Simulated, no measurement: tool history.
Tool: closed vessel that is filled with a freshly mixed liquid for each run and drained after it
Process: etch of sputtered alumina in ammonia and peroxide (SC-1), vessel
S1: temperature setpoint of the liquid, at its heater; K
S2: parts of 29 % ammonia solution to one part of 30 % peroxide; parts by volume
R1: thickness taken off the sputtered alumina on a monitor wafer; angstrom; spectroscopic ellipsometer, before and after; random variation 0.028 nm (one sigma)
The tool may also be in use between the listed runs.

Run 1, hour 0: S1 335.15 K, S2 0.95 parts by volume, time in the liquid (s) 90. Result: R1 82.6 angstrom.
Run 2, hour 1.9: S1 338.15 K, S2 0.95 parts by volume, time in the liquid (s) 90. Result: R1 95.387 angstrom.
Run 3, hour 5.7: S1 336.15 K, S2 0.95 parts by volume, time in the liquid (s) 90. Result: R1 86.393 angstrom.
Run 4, hour 9.9: S1 336.15 K, S2 0.95 parts by volume, time in the liquid (s) 95. Result: R1 91.166 angstrom.
Run 5, hour 10.4: S1 334.65 K, S2 0.95 parts by volume, time in the liquid (s) 95. Result: R1 84.909 angstrom.
Run 6, hour 17.6: S1 328.65 K, S2 0.95 parts by volume, time in the liquid (s) 95. Result: R1 61.768 angstrom.

Forecast run 7:
Run 7, hour 22: S1 329.65 K, S2 0.95 parts by volume, time in the liquid (s) 95. Result: R1 ?.

{"run 7": {"R1": 65.303}}

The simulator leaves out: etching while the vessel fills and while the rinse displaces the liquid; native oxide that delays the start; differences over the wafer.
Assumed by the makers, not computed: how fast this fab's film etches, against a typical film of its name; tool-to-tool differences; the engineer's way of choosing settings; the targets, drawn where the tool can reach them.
